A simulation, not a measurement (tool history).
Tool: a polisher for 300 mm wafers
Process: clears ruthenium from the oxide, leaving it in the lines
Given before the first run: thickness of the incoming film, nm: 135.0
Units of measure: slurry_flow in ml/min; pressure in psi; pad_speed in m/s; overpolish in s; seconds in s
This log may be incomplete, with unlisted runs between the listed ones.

{"run": 1, "hour": 0.0, "slurry_flow": 285, "pressure": 2.2, "pad_speed": 0.82, "overpolish": 4, "seconds": 139.01}
{"run": 2, "hour": 5.0, "slurry_flow": 285, "pressure": 2.3, "pad_speed": 0.82, "overpolish": 4, "seconds": 128.39}
{"run": 3, "hour": 13.8, "slurry_flow": 285, "pressure": 2.3, "pad_speed": 0.82, "overpolish": 4, "seconds": 129.44}
{"run": 4, "hour": 16.3, "slurry_flow": 260, "pressure": 2.3, "pad_speed": 0.82, "overpolish": 4, "seconds": 127.64}
{"run": 5, "hour": 19.8, "slurry_flow": 260, "pressure": 2.3, "pad_speed": 0.62, "overpolish": 4, "seconds": 169.62}
{"run": 6, "hour": 22.7, "slurry_flow": 260, "pressure": 2.4, "pad_speed": 0.62, "overpolish": 4, "seconds": 158.73}
{"run": 7, "hour": 29.9, "slurry_flow": 260, "pressure": 2.5, "pad_speed": 0.62, "overpolish": 4, "seconds": 149.71}
{"run": 8, "hour": 38.1, "slurry_flow": 260, "pressure": 2.6, "pad_speed": 0.62, "overpolish": 4, "seconds": 149.22}
{"run": 9, "hour": 46.7, "slurry_flow": 260, "pressure": 2.7, "pad_speed": 0.64, "overpolish": 4, "seconds": 133.54}
{"run": 10, "hour": 48.3, "slurry_flow": 260, "pressure": 3.3, "pad_speed": 0.66, "overpolish": 4, "seconds": 107.83}

The next listed run, before its measurement:
{"run": 11, "hour": 52.7, "slurry_flow": 260, "pressure": 3.3, "pad_speed": 0.66, "overpolish": 4, "seconds": "?"}

Run 11 yielded seconds 109.57 s.
